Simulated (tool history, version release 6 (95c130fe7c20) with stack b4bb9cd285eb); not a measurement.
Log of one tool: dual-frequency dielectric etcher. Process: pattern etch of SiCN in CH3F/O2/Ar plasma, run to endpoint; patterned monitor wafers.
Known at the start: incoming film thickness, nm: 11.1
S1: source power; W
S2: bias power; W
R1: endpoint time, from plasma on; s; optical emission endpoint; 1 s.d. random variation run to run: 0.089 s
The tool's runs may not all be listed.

run  hour   S1  S2      R1
  1   0.0  360  76  33.568
  2   1.8  380  77  32.698
  3   6.3  400  78  32.249
  4  12.5  420  80  31.302
  5  16.3  420  67  33.667
  6  21.9  440  70  32.525
  7  28.2  450  72  32.058
  8  35.7  460  74  31.515

Run 9 is up next; what results do you expect?
  9  38.8  470  76   ?

Run 9 gave R1 30.980 s.
